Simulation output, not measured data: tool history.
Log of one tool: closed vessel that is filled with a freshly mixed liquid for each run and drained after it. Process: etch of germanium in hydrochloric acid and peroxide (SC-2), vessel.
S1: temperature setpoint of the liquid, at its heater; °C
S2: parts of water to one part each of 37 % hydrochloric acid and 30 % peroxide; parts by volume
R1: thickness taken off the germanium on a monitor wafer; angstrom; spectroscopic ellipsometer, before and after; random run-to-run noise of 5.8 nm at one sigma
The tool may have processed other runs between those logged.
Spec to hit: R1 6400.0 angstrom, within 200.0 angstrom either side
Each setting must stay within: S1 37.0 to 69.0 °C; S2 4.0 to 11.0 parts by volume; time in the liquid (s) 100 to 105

{"run": 1, "day": 0.0, "S1": 53.0, "S2": 6.0, "time in the liquid (s)": 100, "R1": 4703.5}
{"run": 2, "day": 0.083, "S1": 56.0, "S2": 6.0, "time in the liquid (s)": 100, "R1": 5144.7}
{"run": 3, "day": 0.162, "S1": 56.0, "S2": 5.0, "time in the liquid (s)": 100, "R1": 5138.8}
{"run": 4, "day": 0.258, "S1": 56.0, "S2": 5.0, "time in the liquid (s)": 105, "R1": 5465.7}
{"run": 5, "day": 0.629, "S1": 56.0, "S2": 4.0, "time in the liquid (s)": 105, "R1": 5479.3}
{"run": 6, "day": 0.742, "S1": 57.5, "S2": 4.0, "time in the liquid (s)": 105, "R1": 5702.1}
{"run": 7, "day": 0.838, "S1": 59.0, "S2": 4.0, "time in the liquid (s)": 105, "R1": 6072.6}
{"run": 8, "day": 0.938, "S1": 59.0, "S2": 4.0, "time in the liquid (s)": 105, "R1": 5941.2}
{"run": 9, "day": 1.062, "S1": 60.0, "S2": 4.0, "time in the liquid (s)": 105, "R1": 6155.6}

Exactly one of the 4 candidate moves below puts every result within its allowed miss. Which one?
{"run": "A", "day": 1.188, "S1": 59.5, "S2": 4.0, "time in the liquid (s)": 105, "R1": "?"}
{"run": "B", "day": 1.188, "S1": 58.5, "S2": 4.5, "time in the liquid (s)": 105, "R1": "?"}
{"run": "C", "day": 1.188, "S1": 65.0, "S2": 4.0, "time in the liquid (s)": 100, "R1": "?"}
{"run": "D", "day": 1.188, "S1": 61.5, "S2": 4.0, "time in the liquid (s)": 105, "R1": "?"}

move=A R1=5984.1
move=B R1=5792.1
move=C R1=6717.6
move=D R1=6357.1
A: misses by more than the last run did
B: misses by more than the last run did
C: moves the result that the last run missed by most past its target, out the other side
D: every result within its allowed miss
The move that meets every target is D.

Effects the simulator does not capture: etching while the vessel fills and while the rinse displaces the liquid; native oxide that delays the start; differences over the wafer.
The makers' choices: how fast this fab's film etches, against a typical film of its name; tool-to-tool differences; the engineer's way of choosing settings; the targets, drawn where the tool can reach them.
